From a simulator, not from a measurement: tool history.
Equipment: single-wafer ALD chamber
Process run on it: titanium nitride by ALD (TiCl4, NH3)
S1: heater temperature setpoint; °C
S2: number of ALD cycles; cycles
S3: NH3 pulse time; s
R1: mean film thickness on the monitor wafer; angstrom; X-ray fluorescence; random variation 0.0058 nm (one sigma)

run 1 hour=0.0 | S1=375 S2=58 S3=2.05 | R1=12.1850
run 2 hour=0.6 | S1=375 S2=58 S3=2.60 | R1=12.4640
run 3 hour=5.3 | S1=367 S2=58 S3=1.97 | R1=12.1420
run 4 hour=11.6 | S1=362 S2=58 S3=1.55 | R1=11.5120
run 5 hour=14.9 | S1=360 S2=58 S3=1.34 | R1=11.4280
run 6 hour=22.7 | S1=360 S2=60 S3=1.34 | R1=11.8190
run 7 hour=31.4 | S1=351 S2=58 S3=0.74 | R1=9.3564
run 8 hour=39.2 | S1=357 S2=58 S3=0.74 | R1=9.6285
run 9 hour=42.6 | S1=363 S2=59 S3=0.77 | R1=10.2670

Estimate the outcome of run 10 from the log above:
run 10 hour=49.8 | S1=363 S2=59 S3=0.77 | R1=?

{"run 10": {"R1": 10.242}}
